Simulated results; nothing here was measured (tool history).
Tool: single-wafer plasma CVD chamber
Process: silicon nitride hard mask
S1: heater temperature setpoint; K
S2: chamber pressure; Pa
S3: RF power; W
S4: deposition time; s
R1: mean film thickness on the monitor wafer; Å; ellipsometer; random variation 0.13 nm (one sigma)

Run 1, hour 0: S1 688.15 K, S2 228 Pa, S3 375 W, S4 48.5 s. Result: R1 679.4 Å.
Run 2, hour 3.8: S1 688.15 K, S2 208 Pa, S3 350 W, S4 48.5 s. Result: R1 636.39 Å.
Run 3, hour 5: S1 688.15 K, S2 208 Pa, S3 395 W, S4 48.5 s. Result: R1 666.8 Å.
Run 4, hour 12.5: S1 688.15 K, S2 187 Pa, S3 375 W, S4 48.5 s. Result: R1 619.93 Å.
Run 5, hour 19.2: S1 688.15 K, S2 187 Pa, S3 350 W, S4 48.5 s. Result: R1 602.22 Å.
Run 6, hour 25.5: S1 684.15 K, S2 187 Pa, S3 350 W, S4 48.5 s. Result: R1 606.37 Å.
Run 7, hour 30.3: S1 685.15 K, S2 147 Pa, S3 315 W, S4 48.5 s. Result: R1 502.18 Å.

Forecast run 8:
Run 8, hour 33.7: S1 685.15 K, S2 157 Pa, S3 315 W, S4 48.5 s. Result: R1 ?.

R1: 526.76 Å
